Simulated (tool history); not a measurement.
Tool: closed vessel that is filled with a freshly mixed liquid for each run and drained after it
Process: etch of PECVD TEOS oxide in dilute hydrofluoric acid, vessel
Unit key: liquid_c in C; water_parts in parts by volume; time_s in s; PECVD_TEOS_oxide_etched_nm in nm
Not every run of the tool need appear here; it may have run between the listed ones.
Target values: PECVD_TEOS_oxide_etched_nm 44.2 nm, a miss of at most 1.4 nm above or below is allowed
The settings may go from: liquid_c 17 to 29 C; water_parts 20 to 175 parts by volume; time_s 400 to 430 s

run	hour	liquid_c	water_parts	time_s	PECVD_TEOS_oxide_etched_nm
1	0	21	95	400	63.327
2	1.9	20.5	100	400	58.496
3	6.5	20	100	400	57.482
4	8.4	20	100	400	57.039
5	12.3	19.5	100	400	55.082
6	13.6	19.5	100	430	60.463
7	22.2	19	105	430	56.337
8	29.8	18.5	105	430	54.288
9	38.8	18	105	430	53.063
10	47.7	17.5	110	430	49.64
11	53.5	17	115	430	46.881

4 candidate next runs follow, results not yet known. Just one meets every target within its allowed miss. Identify it.
A	59.3	17	120	400	?
B	59.3	19.5	115	415	?
C	59.3	19	120	400	?
D	59.3	21.5	140	400	?

move	PECVD_TEOS_oxide_etched_nm
A	41.094
B	49.583
C	44.633
D	41.401
A: moves the result that the last run missed by most past its target, out the other side
B: lands further from the targets than the last run did
C: all results in spec
D: moves the result that the last run missed by most past its target, out the other side
The move that meets every target is C.
